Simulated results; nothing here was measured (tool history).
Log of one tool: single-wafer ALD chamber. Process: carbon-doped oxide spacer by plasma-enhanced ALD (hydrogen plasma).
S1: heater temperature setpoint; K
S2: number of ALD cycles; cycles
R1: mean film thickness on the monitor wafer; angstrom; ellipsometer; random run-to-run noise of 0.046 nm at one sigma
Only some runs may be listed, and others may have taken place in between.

| run | hour | S1 | S2 | R1 |
|---|---|---|---|---|
| 1 | 0.0 | 673.15 | 500 | 246.34 |
| 2 | 7.0 | 664.15 | 500 | 246.98 |
| 3 | 8.2 | 664.15 | 467 | 229.16 |
| 4 | 12.8 | 668.15 | 467 | 231.11 |
| 5 | 16.7 | 668.15 | 445 | 220.08 |
| 6 | 19.4 | 668.15 | 409 | 202.70 |
| 7 | 25.4 | 668.15 | 402 | 198.63 |

What does the tool deliver on the next run?
| 8 | 30.6 | 668.15 | 397 | ? |

{"run 8": {"R1": 196.82}}
